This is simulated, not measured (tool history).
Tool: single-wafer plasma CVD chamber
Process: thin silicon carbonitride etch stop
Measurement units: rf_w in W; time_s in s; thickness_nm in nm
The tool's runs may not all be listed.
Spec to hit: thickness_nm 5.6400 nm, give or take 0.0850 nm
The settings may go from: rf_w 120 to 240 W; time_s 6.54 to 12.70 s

{"run": 1, "hour": 0.0, "rf_w": 180, "time_s": 9.62, "thickness_nm": 5.0755}
{"run": 2, "hour": 5.3, "rf_w": 180, "time_s": 9.14, "thickness_nm": 4.8197}
{"run": 3, "hour": 6.8, "rf_w": 185, "time_s": 9.23, "thickness_nm": 4.9022}
{"run": 4, "hour": 9.7, "rf_w": 195, "time_s": 9.23, "thickness_nm": 4.989}
{"run": 5, "hour": 13.2, "rf_w": 195, "time_s": 9.79, "thickness_nm": 5.2834}
{"run": 6, "hour": 19.4, "rf_w": 195, "time_s": 9.1, "thickness_nm": 4.9018}
{"run": 7, "hour": 24.9, "rf_w": 200, "time_s": 9.2, "thickness_nm": 5.0042}
{"run": 8, "hour": 29.9, "rf_w": 205, "time_s": 9.28, "thickness_nm": 5.099}
{"hour": 32.8, "done": "RF generator calibrated"}
{"run": 9, "hour": 32.8, "rf_w": 205, "time_s": 9.28, "thickness_nm": 5.1427}
{"run": 10, "hour": 40.4, "rf_w": 210, "time_s": 9.31, "thickness_nm": 5.2401}
{"run": 11, "hour": 49.1, "rf_w": 215, "time_s": 9.32, "thickness_nm": 5.2683}

Exactly one of the 4 candidate moves below puts every result within its allowed miss. Which one?
{"run": "A", "hour": 57.8, "rf_w": 210, "time_s": 9.07, "thickness_nm": "?"}
{"run": "B", "hour": 57.8, "rf_w": 205, "time_s": 8.88, "thickness_nm": "?"}
{"run": "C", "hour": 57.8, "rf_w": 215, "time_s": 8.93, "thickness_nm": "?"}
{"run": "D", "hour": 57.8, "rf_w": 220, "time_s": 9.9, "thickness_nm": "?"}

move=A thickness_nm=5.0997
move=B thickness_nm=4.9549
move=C thickness_nm=5.0585
move=D thickness_nm=5.6489
A: the biggest miss grows against the last run
B: the biggest miss grows against the last run
C: the biggest miss grows against the last run
D: every result within its allowed miss
The move that meets every target is D.

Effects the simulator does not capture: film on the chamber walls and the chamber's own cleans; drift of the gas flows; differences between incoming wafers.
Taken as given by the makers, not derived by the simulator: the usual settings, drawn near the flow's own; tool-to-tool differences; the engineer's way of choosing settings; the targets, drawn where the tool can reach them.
